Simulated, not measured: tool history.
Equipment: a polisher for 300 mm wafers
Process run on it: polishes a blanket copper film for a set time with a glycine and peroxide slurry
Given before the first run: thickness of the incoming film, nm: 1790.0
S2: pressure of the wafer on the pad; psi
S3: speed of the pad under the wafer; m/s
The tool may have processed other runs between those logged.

{"run": 1, "hour": 0.0, "flow of slurry (ml/min)": 240, "S2": 2.9, "S3": 1.14, "polishing time (s)": 20, "film removed (nm)": 114.38}
{"run": 2, "hour": 8.5, "flow of slurry (ml/min)": 240, "S2": 2.9, "S3": 1.3, "polishing time (s)": 20, "film removed (nm)": 127.23}
{"run": 3, "hour": 11.9, "flow of slurry (ml/min)": 240, "S2": 2.9, "S3": 1.18, "polishing time (s)": 20, "film removed (nm)": 115.78}
{"run": 4, "hour": 17.5, "flow of slurry (ml/min)": 280, "S2": 2.9, "S3": 1.18, "polishing time (s)": 20, "film removed (nm)": 116.17}
{"run": 5, "hour": 20.0, "flow of slurry (ml/min)": 280, "S2": 2.9, "S3": 1.18, "polishing time (s)": 20, "film removed (nm)": 119.06}
{"run": 6, "hour": 21.3, "flow of slurry (ml/min)": 235, "S2": 2.9, "S3": 1.18, "polishing time (s)": 20, "film removed (nm)": 113.44}
{"run": 7, "hour": 22.8, "flow of slurry (ml/min)": 255, "S2": 3.2, "S3": 1.18, "polishing time (s)": 20, "film removed (nm)": 123.44}
{"run": 8, "hour": 31.0, "flow of slurry (ml/min)": 255, "S2": 3.5, "S3": 1.18, "polishing time (s)": 20, "film removed (nm)": 131.5}

Predict the results of run 9:
{"run": 9, "hour": 36.2, "flow of slurry (ml/min)": 255, "S2": 3.7, "S3": 1.18, "polishing time (s)": 20, "film removed (nm)": "?"}

{"run 9": {"film removed (nm)": 135.22}}

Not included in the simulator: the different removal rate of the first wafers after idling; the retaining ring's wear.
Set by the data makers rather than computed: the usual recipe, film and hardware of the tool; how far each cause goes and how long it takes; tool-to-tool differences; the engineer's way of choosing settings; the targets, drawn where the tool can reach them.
